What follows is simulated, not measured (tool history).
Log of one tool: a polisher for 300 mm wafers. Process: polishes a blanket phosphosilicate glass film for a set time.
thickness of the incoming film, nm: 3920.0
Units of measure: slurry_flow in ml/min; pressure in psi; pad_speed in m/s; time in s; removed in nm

run  hour  slurry_flow  pressure  pad_speed  slurry_solids  time  removed
  1   0.0          205       3.2       1.00           1.00    39   296.03
  2   2.6          165       3.2       1.00           1.00    39   285.55
  3  10.2          165       3.2       1.00           0.85    39   260.42
  4  12.2          190       3.4       1.00           0.85    39   278.88
  5  18.7          200       3.6       1.00           0.85    39   300.38
  6  25.1          155       3.6       1.00           0.85    39   286.15

What does the tool deliver on the next run?
  7  27.4          155       3.6       1.00           0.85    39        ?

Run 7 yielded removed 284.42 nm.
